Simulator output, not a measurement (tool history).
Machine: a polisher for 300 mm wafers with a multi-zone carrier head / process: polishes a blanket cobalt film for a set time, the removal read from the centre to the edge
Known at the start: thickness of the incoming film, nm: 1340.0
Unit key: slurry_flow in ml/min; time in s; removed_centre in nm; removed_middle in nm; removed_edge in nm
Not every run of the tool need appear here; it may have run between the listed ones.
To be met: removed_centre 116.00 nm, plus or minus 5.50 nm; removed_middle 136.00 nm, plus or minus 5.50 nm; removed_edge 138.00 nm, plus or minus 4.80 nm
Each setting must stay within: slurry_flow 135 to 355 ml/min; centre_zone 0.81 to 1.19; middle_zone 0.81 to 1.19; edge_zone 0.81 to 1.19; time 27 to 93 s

run 1 hour=0.0 | slurry_flow=225 centre_zone=1.00 middle_zone=1.00 edge_zone=1.00 time=59 | removed_centre=234.41 removed_middle=239.19 removed_edge=233.77
run 2 hour=2.4 | slurry_flow=225 centre_zone=1.00 middle_zone=1.05 edge_zone=1.00 time=59 | removed_centre=244.64 removed_middle=245.43 removed_edge=230.84
run 3 hour=10.7 | slurry_flow=220 centre_zone=0.98 middle_zone=1.03 edge_zone=0.99 time=55 | removed_centre=210.42 removed_middle=227.70 removed_edge=216.92
run 4 hour=15.2 | slurry_flow=220 centre_zone=0.98 middle_zone=1.02 edge_zone=0.99 time=52 | removed_centre=202.63 removed_middle=212.67 removed_edge=202.22
run 5 hour=16.9 | slurry_flow=215 centre_zone=0.97 middle_zone=1.00 edge_zone=0.98 time=50 | removed_centre=195.86 removed_middle=198.85 removed_edge=197.47
run 6 hour=25.6 | slurry_flow=215 centre_zone=0.95 middle_zone=1.00 edge_zone=0.98 time=47 | removed_centre=173.71 removed_middle=188.15 removed_edge=185.26
run 7 hour=28.4 | slurry_flow=195 centre_zone=0.85 middle_zone=0.90 edge_zone=0.88 time=32 | removed_centre=106.24 removed_middle=116.86 removed_edge=119.18
run 8 hour=30.8 | slurry_flow=260 centre_zone=0.85 middle_zone=0.99 edge_zone=0.98 time=31 | removed_centre=107.27 removed_middle=127.19 removed_edge=120.38
run 9 hour=33.6 | slurry_flow=255 centre_zone=0.85 middle_zone=0.99 edge_zone=1.00 time=31 | removed_centre=106.76 removed_middle=124.95 removed_edge=125.14
run 10 hour=36.6 | slurry_flow=255 centre_zone=0.85 middle_zone=1.00 edge_zone=1.01 time=31 | removed_centre=105.89 removed_middle=126.73 removed_edge=126.10
run 11 hour=42.7 | slurry_flow=255 centre_zone=0.86 middle_zone=1.00 edge_zone=1.02 time=31 | removed_centre=108.39 removed_middle=127.97 removed_edge=127.51
run 12 hour=45.5 | slurry_flow=255 centre_zone=0.86 middle_zone=1.00 edge_zone=1.03 time=31 | removed_centre=109.30 removed_middle=126.14 removed_edge=124.81
run 13 hour=46.3 | slurry_flow=250 centre_zone=0.86 middle_zone=1.01 edge_zone=1.04 time=31 | removed_centre=108.09 removed_middle=129.39 removed_edge=124.32
run 14 hour=50.7 | slurry_flow=250 centre_zone=0.86 middle_zone=1.01 edge_zone=1.04 time=31 | removed_centre=111.05 removed_middle=128.72 removed_edge=126.78
run 15 hour=54.0 | slurry_flow=250 centre_zone=0.86 middle_zone=1.01 edge_zone=1.05 time=31 | removed_centre=108.89 removed_middle=127.66 removed_edge=127.24
run 16 hour=57.8 | slurry_flow=250 centre_zone=0.86 middle_zone=1.01 edge_zone=1.06 time=31 | removed_centre=107.43 removed_middle=126.39 removed_edge=128.92
run 17 hour=64.3 | slurry_flow=250 centre_zone=0.86 middle_zone=1.01 edge_zone=1.07 time=31 | removed_centre=108.99 removed_middle=128.00 removed_edge=129.19
run 18 hour=69.4 | slurry_flow=250 centre_zone=0.86 middle_zone=1.01 edge_zone=1.08 time=31 | removed_centre=107.05 removed_middle=127.87 removed_edge=128.06
run 19 hour=75.9 | slurry_flow=250 centre_zone=0.86 middle_zone=1.01 edge_zone=1.09 time=31 | removed_centre=108.78 removed_middle=124.09 removed_edge=128.30
run 20 hour=77.8 | slurry_flow=250 centre_zone=0.86 middle_zone=1.02 edge_zone=1.10 time=31 | removed_centre=111.17 removed_middle=128.61 removed_edge=130.03
run 21 hour=82.2 | slurry_flow=250 centre_zone=0.86 middle_zone=1.02 edge_zone=1.11 time=31 | removed_centre=107.02 removed_middle=127.67 removed_edge=131.05

Exercise: of the 4 proposed moves below, exactly one satisfies all targets within the stated allowed misses. Which move is it?
run A hour=86.6 | slurry_flow=225 centre_zone=0.84 middle_zone=0.98 edge_zone=1.03 time=34 | removed_centre=? removed_middle=? removed_edge=?
run B hour=86.6 | slurry_flow=235 centre_zone=0.84 middle_zone=0.87 edge_zone=1.19 time=35 | removed_centre=? removed_middle=? removed_edge=?
run C hour=86.6 | slurry_flow=255 centre_zone=0.83 middle_zone=0.96 edge_zone=1.14 time=35 | removed_centre=? removed_middle=? removed_edge=?
run D hour=86.6 | slurry_flow=235 centre_zone=0.81 middle_zone=1.08 edge_zone=1.19 time=35 | removed_centre=? removed_middle=? removed_edge=?

move=A removed_centre=112.56 removed_middle=134.18 removed_edge=138.01
move=B removed_centre=116.36 removed_middle=125.61 removed_edge=153.61
move=C removed_centre=116.07 removed_middle=137.45 removed_edge=150.96
move=D removed_centre=112.33 removed_middle=150.65 removed_edge=153.18
A: every result lands within tolerance
B: the worst result of the last run now meets its target, but another is out of spec
C: the worst result of the last run now meets its target, but another is out of spec
D: the worst result of the last run now meets its target, but another is out of spec
A is the move that brings every result within its allowed miss.

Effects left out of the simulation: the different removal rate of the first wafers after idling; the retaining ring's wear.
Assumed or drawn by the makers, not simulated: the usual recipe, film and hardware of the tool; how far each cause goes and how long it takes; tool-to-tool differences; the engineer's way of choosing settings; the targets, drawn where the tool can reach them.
